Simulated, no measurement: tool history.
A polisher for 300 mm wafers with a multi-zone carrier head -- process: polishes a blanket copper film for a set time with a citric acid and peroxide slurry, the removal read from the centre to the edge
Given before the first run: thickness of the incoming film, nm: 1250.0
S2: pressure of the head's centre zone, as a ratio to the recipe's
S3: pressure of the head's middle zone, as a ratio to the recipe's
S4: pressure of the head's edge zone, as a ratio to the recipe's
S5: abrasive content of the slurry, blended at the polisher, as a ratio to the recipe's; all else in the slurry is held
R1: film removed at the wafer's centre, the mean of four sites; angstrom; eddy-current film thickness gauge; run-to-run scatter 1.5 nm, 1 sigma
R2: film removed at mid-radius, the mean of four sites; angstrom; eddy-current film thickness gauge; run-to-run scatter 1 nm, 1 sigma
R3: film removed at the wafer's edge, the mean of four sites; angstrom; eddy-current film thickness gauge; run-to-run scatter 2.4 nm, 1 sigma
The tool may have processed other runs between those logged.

Run 1, hour 0: flow of slurry (ml/min) 225, S2 1, S3 1, S4 1, S5 1, polishing time (s) 74. Result: R1 2032.3 angstrom, R2 2218.9 angstrom, R3 2211.3 angstrom.
Run 2, hour 2.4: flow of slurry (ml/min) 225, S2 0.96, S3 1, S4 1, S5 1, polishing time (s) 74. Result: R1 1897.8 angstrom, R2 2238.3 angstrom, R3 2206 angstrom.
Run 3, hour 6.8: flow of slurry (ml/min) 220, S2 0.97, S3 0.98, S4 0.99, S5 0.95, polishing time (s) 74. Result: R1 1927.4 angstrom, R2 2149.5 angstrom, R3 2229.5 angstrom.
Run 4, hour 13.7: flow of slurry (ml/min) 225, S2 0.98, S3 0.98, S4 0.98, S5 0.9, polishing time (s) 73. Result: R1 1897.2 angstrom, R2 2122.1 angstrom, R3 2119.7 angstrom.
Run 5, hour 19: flow of slurry (ml/min) 220, S2 0.99, S3 0.96, S4 0.97, S5 0.85, polishing time (s) 73. Result: R1 1907 angstrom, R2 2038.7 angstrom, R3 2110 angstrom.
Run 6, hour 27.8: flow of slurry (ml/min) 220, S2 0.99, S3 0.95, S4 0.96, S5 0.8, polishing time (s) 73. Result: R1 1862.8 angstrom, R2 2023.8 angstrom, R3 2090.8 angstrom.
Run 7, hour 31.4: flow of slurry (ml/min) 220, S2 1, S3 0.94, S4 0.95, S5 0.75, polishing time (s) 73. Result: R1 1851 angstrom, R2 1975.8 angstrom, R3 2072.6 angstrom.
Run 8, hour 34.7: flow of slurry (ml/min) 220, S2 1.01, S3 0.93, S4 0.94, S5 0.7, polishing time (s) 73. Result: R1 1846.2 angstrom, R2 1950.9 angstrom, R3 1981.1 angstrom.
Run 9, hour 40.9: flow of slurry (ml/min) 215, S2 1.02, S3 0.92, S4 0.94, S5 0.7, polishing time (s) 73. Result: R1 1850.4 angstrom, R2 1917.6 angstrom, R3 1986.6 angstrom.
Run 10, hour 41.8: flow of slurry (ml/min) 210, S2 1.03, S3 0.91, S4 0.94, S5 0.7, polishing time (s) 73. Result: R1 1882.8 angstrom, R2 1876 angstrom, R3 2023.9 angstrom.
Run 11, hour 46.5: flow of slurry (ml/min) 205, S2 1.04, S3 0.9, S4 0.93, S5 0.7, polishing time (s) 73. Result: R1 1881.6 angstrom, R2 1844.1 angstrom, R3 1929.4 angstrom.
Run 12, hour 54.9: flow of slurry (ml/min) 205, S2 1.04, S3 0.9, S4 0.93, S5 0.7, polishing time (s) 73. Result: R1 1887.4 angstrom, R2 1841.5 angstrom, R3 2005.6 angstrom.
Run 13, hour 60.3: flow of slurry (ml/min) 200, S2 1.04, S3 0.89, S4 0.92, S5 0.7, polishing time (s) 73. Result: R1 1898.2 angstrom, R2 1845.7 angstrom, R3 1925.2 angstrom.
Run 14, hour 66.1: flow of slurry (ml/min) 195, S2 1.04, S3 0.88, S4 0.92, S5 0.7, polishing time (s) 73. Result: R1 1860.1 angstrom, R2 1797.2 angstrom, R3 1990.8 angstrom.
Run 15, hour 69.4: flow of slurry (ml/min) 190, S2 1.04, S3 0.88, S4 0.91, S5 0.7, polishing time (s) 73. Result: R1 1869.8 angstrom, R2 1800.1 angstrom, R3 1942.4 angstrom.
At hour 73.7: centre zone pressure recalibrated.
Run 16, hour 73.7: flow of slurry (ml/min) 185, S2 1.04, S3 0.87, S4 0.9, S5 0.7, polishing time (s) 73. Result: R1 2075.2 angstrom, R2 1765.1 angstrom, R3 1983.9 angstrom.
Run 17, hour 77.2: flow of slurry (ml/min) 185, S2 1.05, S3 0.87, S4 0.9, S5 0.7, polishing time (s) 73. Result: R1 2064 angstrom, R2 1762.6 angstrom, R3 1922.4 angstrom.
Run 18, hour 78.6: flow of slurry (ml/min) 155, S2 0.96, S3 0.84, S4 0.83, S5 0.55, polishing time (s) 72. Result: R1 1728.5 angstrom, R2 1564.2 angstrom, R3 1715.7 angstrom.
Run 19, hour 87.5: flow of slurry (ml/min) 155, S2 0.96, S3 0.84, S4 0.83, S5 0.55, polishing time (s) 72. Result: R1 1728.7 angstrom, R2 1563.2 angstrom, R3 1737.6 angstrom.

What does the tool deliver on the next run?
Run 20, hour 95: flow of slurry (ml/min) 160, S2 0.96, S3 0.84, S4 0.83, S5 0.55, polishing time (s) 72. Result: R1 ?, R2 ?, R3 ?.

R1: 1710.8 angstrom
R2: 1574.8 angstrom
R3: 1703.6 angstrom
